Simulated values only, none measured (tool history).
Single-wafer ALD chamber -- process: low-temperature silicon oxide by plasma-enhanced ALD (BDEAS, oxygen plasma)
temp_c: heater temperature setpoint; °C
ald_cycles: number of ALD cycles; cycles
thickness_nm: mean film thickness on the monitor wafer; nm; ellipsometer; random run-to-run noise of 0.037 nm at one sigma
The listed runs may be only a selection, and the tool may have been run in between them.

run,hour,temp_c,ald_cycles,thickness_nm
1,0.0,95,64,8.5565
2,3.4,95,72,9.5919
3,9.6,98,67,8.8272
4,15.2,98,72,9.4271
5,23.4,108,72,9.2577
6,24.6,109,67,8.6149
7,28.8,110,63,8.0606
8,36.2,111,60,7.6709

Run 9 is up next; what results do you expect?
9,44.2,112,58,?

thickness_nm: 7.4775 nm
